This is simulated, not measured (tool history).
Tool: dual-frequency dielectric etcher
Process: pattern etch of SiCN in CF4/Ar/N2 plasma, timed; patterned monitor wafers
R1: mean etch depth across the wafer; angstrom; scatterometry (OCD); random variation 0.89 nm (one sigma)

run 1 day=0 | source_power_(W)=590 bias_power_(W)=81 Ar_flow_(sccm)=117 CF4_flow_(sccm)=52 etch_time_(s)=114.5 | R1=1138.9
run 2 day=0.104 | source_power_(W)=590 bias_power_(W)=74 Ar_flow_(sccm)=117 CF4_flow_(sccm)=52 etch_time_(s)=114.5 | R1=1114.3
run 3 day=0.146 | source_power_(W)=590 bias_power_(W)=74 Ar_flow_(sccm)=117 CF4_flow_(sccm)=44 etch_time_(s)=114.5 | R1=1086.9
run 4 day=0.283 | source_power_(W)=690 bias_power_(W)=74 Ar_flow_(sccm)=117 CF4_flow_(sccm)=44 etch_time_(s)=114.5 | R1=1230.8
run 5 day=0.621 | source_power_(W)=580 bias_power_(W)=74 Ar_flow_(sccm)=117 CF4_flow_(sccm)=44 etch_time_(s)=114.5 | R1=1066.9
run 6 day=0.9 | source_power_(W)=580 bias_power_(W)=74 Ar_flow_(sccm)=117 CF4_flow_(sccm)=40 etch_time_(s)=114.5 | R1=1056.5

Run 7 comes next. What will it give?
run 7 day=1.088 | source_power_(W)=600 bias_power_(W)=74 Ar_flow_(sccm)=117 CF4_flow_(sccm)=40 etch_time_(s)=114.5 | R1=?

Run 7 gave R1 1066.7 angstrom.
